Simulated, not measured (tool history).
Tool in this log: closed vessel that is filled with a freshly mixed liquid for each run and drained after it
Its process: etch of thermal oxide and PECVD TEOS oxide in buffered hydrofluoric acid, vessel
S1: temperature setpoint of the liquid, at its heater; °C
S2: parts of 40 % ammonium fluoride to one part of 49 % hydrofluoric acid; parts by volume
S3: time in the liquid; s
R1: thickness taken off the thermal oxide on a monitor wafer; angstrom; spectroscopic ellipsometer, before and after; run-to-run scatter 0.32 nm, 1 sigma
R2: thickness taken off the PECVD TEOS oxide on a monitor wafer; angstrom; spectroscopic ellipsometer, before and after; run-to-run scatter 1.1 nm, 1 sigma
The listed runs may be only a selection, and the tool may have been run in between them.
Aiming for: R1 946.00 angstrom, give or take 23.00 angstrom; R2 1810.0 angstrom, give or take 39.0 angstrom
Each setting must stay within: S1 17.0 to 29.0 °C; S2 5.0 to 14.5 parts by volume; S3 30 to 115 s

run 1 hour=0.0 | S1=21.0 S2=9.0 S3=60 | R1=693.81 R2=1326.5
run 2 hour=1.4 | S1=22.0 S2=9.0 S3=60 | R1=732.65 R2=1401.6
run 3 hour=1.9 | S1=20.0 S2=9.0 S3=60 | R1=655.18 R2=1246.7
run 4 hour=4.6 | S1=21.0 S2=9.0 S3=60 | R1=694.58 R2=1303.8
run 5 hour=9.2 | S1=21.0 S2=9.0 S3=75 | R1=867.59 R2=1660.0
run 6 hour=12.6 | S1=19.5 S2=9.0 S3=75 | R1=795.11 R2=1526.0
run 7 hour=16.0 | S1=20.0 S2=9.0 S3=75 | R1=823.35 R2=1573.1
-- hour=18.6 thermometer replaced
run 8 hour=18.6 | S1=20.5 S2=9.0 S3=75 | R1=783.62 R2=1492.1
run 9 hour=19.9 | S1=21.5 S2=9.0 S3=75 | R1=828.37 R2=1588.7
run 10 hour=25.8 | S1=22.5 S2=9.0 S3=75 | R1=876.16 R2=1675.3
run 11 hour=31.4 | S1=22.5 S2=9.0 S3=75 | R1=875.11 R2=1658.6
run 12 hour=34.5 | S1=24.5 S2=9.0 S3=75 | R1=975.49 R2=1886.2
run 13 hour=36.7 | S1=23.5 S2=9.0 S3=75 | R1=931.39 R2=1766.5

Which one of the following 4 next-run settings gets every result inside its allowed miss? There is exactly one.
run A hour=38.9 | S1=27.5 S2=8.5 S3=55 | R1=? R2=?
run B hour=38.9 | S1=25.0 S2=9.5 S3=70 | R1=? R2=?
run C hour=38.9 | S1=22.0 S2=7.5 S3=65 | R1=? R2=?
run D hour=38.9 | S1=24.0 S2=8.5 S3=70 | R1=? R2=?

move=A R1=898.03 R2=1716.6
move=B R1=907.92 R2=1735.5
move=C R1=901.97 R2=1724.1
move=D R1=946.57 R2=1809.3
A: misses by more than the last run did
B: misses by more than the last run did
C: misses by more than the last run did
D: all results in spec
D meets every target.

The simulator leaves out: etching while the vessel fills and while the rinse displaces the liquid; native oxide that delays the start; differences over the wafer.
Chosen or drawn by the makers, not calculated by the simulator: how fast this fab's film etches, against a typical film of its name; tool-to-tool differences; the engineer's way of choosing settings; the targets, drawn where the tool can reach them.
